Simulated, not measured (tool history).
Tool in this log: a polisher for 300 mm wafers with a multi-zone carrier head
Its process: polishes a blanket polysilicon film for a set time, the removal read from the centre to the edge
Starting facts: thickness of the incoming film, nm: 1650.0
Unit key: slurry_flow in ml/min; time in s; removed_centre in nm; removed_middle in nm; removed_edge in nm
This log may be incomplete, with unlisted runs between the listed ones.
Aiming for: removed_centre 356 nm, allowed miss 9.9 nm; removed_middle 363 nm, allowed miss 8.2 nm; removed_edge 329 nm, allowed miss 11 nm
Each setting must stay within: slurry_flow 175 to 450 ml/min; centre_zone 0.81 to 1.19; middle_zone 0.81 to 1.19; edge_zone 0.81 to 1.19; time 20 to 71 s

| run | hour | slurry_flow | centre_zone | middle_zone | edge_zone | time | removed_centre | removed_middle | removed_edge |
|---|---|---|---|---|---|---|---|---|---|
| 1 | 0 | 290 | 1 | 1 | 1 | 45 | 422.56 | 419.1 | 427.38 |
| 2 | 8.5 | 290 | 1 | 1 | 0.97 | 44 | 411.74 | 405.44 | 407.75 |
| 3 | 10.9 | 290 | 1 | 1 | 0.95 | 43 | 399.17 | 394.79 | 398.44 |
| 4 | 18.3 | 290 | 1 | 1.06 | 0.95 | 43 | 399.5 | 414.87 | 402.27 |
| 5 | 25.6 | 290 | 1 | 1.01 | 0.95 | 43 | 402.44 | 400.86 | 397.67 |
| 6 | 31.3 | 290 | 0.93 | 1.01 | 0.95 | 43 | 377.89 | 396.7 | 399.15 |
| 7 | 40.1 | 290 | 0.94 | 1.02 | 0.93 | 42 | 368.4 | 392.03 | 390.61 |
| 8 | 47.2 | 290 | 0.96 | 1.03 | 0.91 | 41 | 361.17 | 386.57 | 379.04 |

Next run, 5 choices. One meets every target within its allowed miss, the rest don't. Which?
| A | 54.3 | 250 | 1.03 | 1.09 | 0.86 | 38 | ? | ? | ? |
| B | 54.3 | 280 | 1.03 | 1.11 | 0.9 | 39 | ? | ? | ? |
| C | 54.3 | 390 | 1.03 | 0.96 | 0.85 | 39 | ? | ? | ? |
| D | 54.3 | 295 | 0.93 | 1.02 | 0.86 | 41 | ? | ? | ? |
| E | 54.3 | 280 | 0.86 | 1.04 | 0.89 | 45 | ? | ? | ? |

| move | removed_centre | removed_middle | removed_edge |
|---|---|---|---|
| A | 361.24 | 365.8 | 330.97 |
| B | 376.58 | 385.61 | 350.38 |
| C | 389.64 | 359.86 | 350.37 |
| D | 359.3 | 384.52 | 362.77 |
| E | 362.12 | 425.42 | 402.53 |
A: every result lands within tolerance
B: better than the last run, though not everything is in spec
C: better than the last run, though not everything is in spec
D: better than the last run, though not everything is in spec
E: the biggest miss grows against the last run
Go with A: it meets all targets.
